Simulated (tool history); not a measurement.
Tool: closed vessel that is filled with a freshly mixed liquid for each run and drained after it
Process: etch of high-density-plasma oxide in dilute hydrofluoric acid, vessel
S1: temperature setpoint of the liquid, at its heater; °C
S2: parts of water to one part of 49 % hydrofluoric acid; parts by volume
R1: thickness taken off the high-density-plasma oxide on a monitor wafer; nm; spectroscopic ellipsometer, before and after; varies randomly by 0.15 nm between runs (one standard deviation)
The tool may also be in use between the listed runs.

{"run": 1, "hour": 0.0, "S1": 21, "S2": 160, "time in the liquid (s)": 575, "R1": 21.978}
{"run": 2, "hour": 5.9, "S1": 24.5, "S2": 160, "time in the liquid (s)": 575, "R1": 24.894}
{"run": 3, "hour": 11.2, "S1": 23, "S2": 160, "time in the liquid (s)": 575, "R1": 23.597}
{"run": 4, "hour": 16.8, "S1": 23, "S2": 105, "time in the liquid (s)": 575, "R1": 38.685}
{"run": 5, "hour": 24.0, "S1": 25, "S2": 105, "time in the liquid (s)": 575, "R1": 41.086}
{"run": 6, "hour": 29.6, "S1": 25, "S2": 105, "time in the liquid (s)": 575, "R1": 41.571}
{"run": 7, "hour": 33.9, "S1": 24, "S2": 105, "time in the liquid (s)": 575, "R1": 39.583}

Estimate the outcome of run 8 from the log above:
{"run": 8, "hour": 34.9, "S1": 23, "S2": 105, "time in the liquid (s)": 575, "R1": "?"}

{"run 8": {"R1": 38.623}}
